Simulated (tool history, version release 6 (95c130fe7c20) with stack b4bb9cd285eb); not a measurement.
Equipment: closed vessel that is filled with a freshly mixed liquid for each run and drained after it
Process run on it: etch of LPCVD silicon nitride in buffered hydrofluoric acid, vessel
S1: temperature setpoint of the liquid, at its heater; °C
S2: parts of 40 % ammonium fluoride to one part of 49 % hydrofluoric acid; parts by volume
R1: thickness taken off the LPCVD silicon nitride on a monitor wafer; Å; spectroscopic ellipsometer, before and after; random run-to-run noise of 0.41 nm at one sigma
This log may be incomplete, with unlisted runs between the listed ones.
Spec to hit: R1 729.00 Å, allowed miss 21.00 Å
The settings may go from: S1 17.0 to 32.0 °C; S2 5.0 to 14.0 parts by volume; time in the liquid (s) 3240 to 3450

{"run": 1, "hour": 0.0, "S1": 24.0, "S2": 8.5, "time in the liquid (s)": 3240, "R1": 496.27}
{"run": 2, "hour": 3.7, "S1": 26.0, "S2": 8.5, "time in the liquid (s)": 3240, "R1": 559.57}
{"run": 3, "hour": 11.5, "S1": 26.0, "S2": 7.5, "time in the liquid (s)": 3240, "R1": 633.86}
{"run": 4, "hour": 14.8, "S1": 26.0, "S2": 7.5, "time in the liquid (s)": 3240, "R1": 632.82}
{"run": 5, "hour": 21.1, "S1": 26.5, "S2": 7.5, "time in the liquid (s)": 3240, "R1": 657.67}
{"run": 6, "hour": 23.0, "S1": 25.0, "S2": 7.5, "time in the liquid (s)": 3240, "R1": 604.29}
{"run": 7, "hour": 27.0, "S1": 26.0, "S2": 7.5, "time in the liquid (s)": 3240, "R1": 637.17}
{"run": 8, "hour": 28.8, "S1": 26.5, "S2": 7.5, "time in the liquid (s)": 3240, "R1": 647.39}
{"run": 9, "hour": 33.4, "S1": 27.0, "S2": 7.5, "time in the liquid (s)": 3240, "R1": 679.73}
{"run": 10, "hour": 39.6, "S1": 27.5, "S2": 7.5, "time in the liquid (s)": 3240, "R1": 692.18}

Which of these 5 next moves meets every target?
{"run": "A", "hour": 45.8, "S1": 30.0, "S2": 8.0, "time in the liquid (s)": 3435, "R1": "?"}
{"run": "B", "hour": 45.8, "S1": 27.0, "S2": 7.5, "time in the liquid (s)": 3355, "R1": "?"}
{"run": "C", "hour": 45.8, "S1": 27.0, "S2": 6.5, "time in the liquid (s)": 3375, "R1": "?"}
{"run": "D", "hour": 45.8, "S1": 27.0, "S2": 6.5, "time in the liquid (s)": 3240, "R1": "?"}
{"run": "E", "hour": 45.8, "S1": 26.5, "S2": 7.0, "time in the liquid (s)": 3315, "R1": "?"}

move=A R1=781.69
move=B R1=698.53
move=C R1=807.21
move=D R1=774.92
move=E R1=723.89
A: takes the biggest miss from the last run beyond its target
B: better than the last run, though not everything is in spec
C: takes the biggest miss from the last run beyond its target
D: takes the biggest miss from the last run beyond its target
E: all results in spec
E meets every target.

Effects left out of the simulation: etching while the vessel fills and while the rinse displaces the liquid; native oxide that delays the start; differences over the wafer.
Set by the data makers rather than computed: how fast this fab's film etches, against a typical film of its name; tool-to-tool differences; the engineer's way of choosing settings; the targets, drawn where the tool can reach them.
